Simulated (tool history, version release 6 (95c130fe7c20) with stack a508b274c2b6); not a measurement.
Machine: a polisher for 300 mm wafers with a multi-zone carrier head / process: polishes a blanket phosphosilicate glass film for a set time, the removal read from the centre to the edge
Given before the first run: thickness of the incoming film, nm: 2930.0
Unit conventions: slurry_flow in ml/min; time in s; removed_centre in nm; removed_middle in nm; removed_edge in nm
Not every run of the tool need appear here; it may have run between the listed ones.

run 1 hour=0.0 | slurry_flow=290 centre_zone=1.00 middle_zone=1.00 edge_zone=1.00 slurry_solids=1.00 time=66 | removed_centre=530.10 removed_middle=526.43 removed_edge=535.96
run 2 hour=4.8 | slurry_flow=290 centre_zone=0.99 middle_zone=0.97 edge_zone=0.95 slurry_solids=0.85 time=61 | removed_centre=440.38 removed_middle=437.04 removed_edge=457.08
run 3 hour=9.2 | slurry_flow=295 centre_zone=1.01 middle_zone=0.97 edge_zone=0.92 slurry_solids=0.75 time=57 | removed_centre=399.14 removed_middle=381.99 removed_edge=395.51
run 4 hour=17.7 | slurry_flow=295 centre_zone=1.01 middle_zone=0.97 edge_zone=0.89 slurry_solids=0.65 time=56 | removed_centre=361.52 removed_middle=347.44 removed_edge=344.86
run 5 hour=19.0 | slurry_flow=295 centre_zone=1.01 middle_zone=0.97 edge_zone=0.89 slurry_solids=0.85 time=56 | removed_centre=412.64 removed_middle=398.54 removed_edge=399.33
run 6 hour=27.2 | slurry_flow=295 centre_zone=1.01 middle_zone=0.97 edge_zone=0.89 slurry_solids=0.65 time=56 | removed_centre=360.62 removed_middle=345.62 removed_edge=347.15
run 7 hour=28.3 | slurry_flow=255 centre_zone=0.96 middle_zone=0.91 edge_zone=0.81 slurry_solids=0.55 time=56 | removed_centre=304.86 removed_middle=289.96 removed_edge=307.42
run 8 hour=31.5 | slurry_flow=275 centre_zone=0.97 middle_zone=0.92 edge_zone=0.81 slurry_solids=0.55 time=56 | removed_centre=315.34 removed_middle=298.60 removed_edge=304.35

What will run 9 give?
run 9 hour=32.8 | slurry_flow=280 centre_zone=0.97 middle_zone=0.92 edge_zone=0.82 slurry_solids=0.55 time=56 | removed_centre=? removed_middle=? removed_edge=?

removed_centre: 308.60 nm
removed_middle: 298.83 nm
removed_edge: 304.10 nm

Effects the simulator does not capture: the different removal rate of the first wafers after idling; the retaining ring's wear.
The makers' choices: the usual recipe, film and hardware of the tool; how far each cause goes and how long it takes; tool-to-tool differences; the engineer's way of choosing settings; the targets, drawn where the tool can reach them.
